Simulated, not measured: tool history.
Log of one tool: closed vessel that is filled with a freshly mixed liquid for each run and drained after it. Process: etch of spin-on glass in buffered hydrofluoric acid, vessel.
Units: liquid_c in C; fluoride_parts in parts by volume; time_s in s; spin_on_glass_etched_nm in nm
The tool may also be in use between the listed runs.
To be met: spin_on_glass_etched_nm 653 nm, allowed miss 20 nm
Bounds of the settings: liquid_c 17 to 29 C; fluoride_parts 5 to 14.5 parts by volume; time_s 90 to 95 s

run 1 hour=0 | liquid_c=21 fluoride_parts=9 time_s=90 | spin_on_glass_etched_nm=364.4
run 2 hour=3.1 | liquid_c=23 fluoride_parts=8.5 time_s=90 | spin_on_glass_etched_nm=433.49
run 3 hour=12.1 | liquid_c=23 fluoride_parts=8.5 time_s=90 | spin_on_glass_etched_nm=435.62
run 4 hour=16.9 | liquid_c=20.5 fluoride_parts=8.5 time_s=90 | spin_on_glass_etched_nm=376.76
run 5 hour=25 | liquid_c=23 fluoride_parts=8.5 time_s=90 | spin_on_glass_etched_nm=426.04
run 6 hour=28.1 | liquid_c=23 fluoride_parts=6.5 time_s=90 | spin_on_glass_etched_nm=570.88
run 7 hour=36.2 | liquid_c=23.5 fluoride_parts=6.5 time_s=90 | spin_on_glass_etched_nm=579.34
run 8 hour=43.2 | liquid_c=24 fluoride_parts=6.5 time_s=90 | spin_on_glass_etched_nm=587.29
run 9 hour=47.2 | liquid_c=24.5 fluoride_parts=6.5 time_s=90 | spin_on_glass_etched_nm=607.96
run 10 hour=49.5 | liquid_c=25 fluoride_parts=6.5 time_s=90 | spin_on_glass_etched_nm=629.18

Which of these 4 next moves meets every target?
run A hour=51.8 | liquid_c=27 fluoride_parts=7.5 time_s=90 | spin_on_glass_etched_nm=?
run B hour=51.8 | liquid_c=26 fluoride_parts=6.5 time_s=95 | spin_on_glass_etched_nm=?
run C hour=51.8 | liquid_c=25 fluoride_parts=6 time_s=95 | spin_on_glass_etched_nm=?
run D hour=51.8 | liquid_c=26 fluoride_parts=7 time_s=95 | spin_on_glass_etched_nm=?

move=A spin_on_glass_etched_nm=610.51
move=B spin_on_glass_etched_nm=701.68
move=C spin_on_glass_etched_nm=712.53
move=D spin_on_glass_etched_nm=658
A: further off than the last run
B: takes the result that was furthest off past its target
C: takes the result that was furthest off past its target
D: meets every target
Answer: D
